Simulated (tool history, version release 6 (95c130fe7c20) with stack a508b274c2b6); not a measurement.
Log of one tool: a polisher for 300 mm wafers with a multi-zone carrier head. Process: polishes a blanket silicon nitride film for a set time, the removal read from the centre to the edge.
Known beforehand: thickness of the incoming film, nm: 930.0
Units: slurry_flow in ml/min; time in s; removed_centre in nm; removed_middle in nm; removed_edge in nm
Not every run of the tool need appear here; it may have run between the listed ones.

run	day	slurry_flow	centre_zone	middle_zone	edge_zone	time	removed_centre	removed_middle	removed_edge
1	0	195	1	1	1	57	85.353	83.941	85.221
2	0.221	195	1	1	0.93	57	85.688	83.861	83.436
3	0.404	195	0.97	1	0.93	57	81.849	82.49	82.757
4	0.538	195	1.04	1	0.93	57	87.92	80.74	82.633
5	0.796	240	1.04	1	0.93	57	91.049	83.956	83.645
6	1.158	215	0.98	0.98	0.98	63	91.239	88.003	93.36
7	1.238	205	0.95	0.99	1.01	68	95.445	97.885	101.29
8	1.367	200	0.92	0.98	1.05	71	96.972	100.23	107.5

Run 9 is up next; what results do you expect?
9	1.642	200	0.9	0.98	1.08	73	?	?	?

Run 9 measured removed_centre 97.374 nm, removed_middle 104.75 nm, removed_edge 113.4 nm.

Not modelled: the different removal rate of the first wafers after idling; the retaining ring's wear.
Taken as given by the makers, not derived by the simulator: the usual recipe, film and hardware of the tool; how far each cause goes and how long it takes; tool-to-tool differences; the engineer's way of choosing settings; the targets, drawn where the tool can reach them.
